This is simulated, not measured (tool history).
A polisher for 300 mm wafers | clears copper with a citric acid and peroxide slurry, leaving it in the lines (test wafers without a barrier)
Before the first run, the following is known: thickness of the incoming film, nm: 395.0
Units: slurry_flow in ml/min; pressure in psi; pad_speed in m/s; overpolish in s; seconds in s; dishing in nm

run	hour	slurry_flow	pressure	pad_speed	slurry_solids	overpolish	seconds	dishing
1	0.0	215	3.5	0.94	1.0	23	187.44	39.093
2	6.1	215	3.5	0.84	1.0	23	209.79	34.825
3	15.1	215	3.8	0.84	1.0	25	190.93	39.060
4	20.3	215	4.0	0.86	1.0	27	181.32	45.893
5	27.0	255	4.0	0.86	1.0	27	181.20	46.039
6	30.8	255	4.2	0.86	1.0	28	173.33	49.220
7	38.9	255	4.4	0.86	1.0	29	171.72	53.546

Estimate the outcome of run 8 from the log above:
8	41.5	255	5.4	0.88	1.0	29	?	?

Logged for run 8: seconds 133.89 s, dishing 62.188 nm.
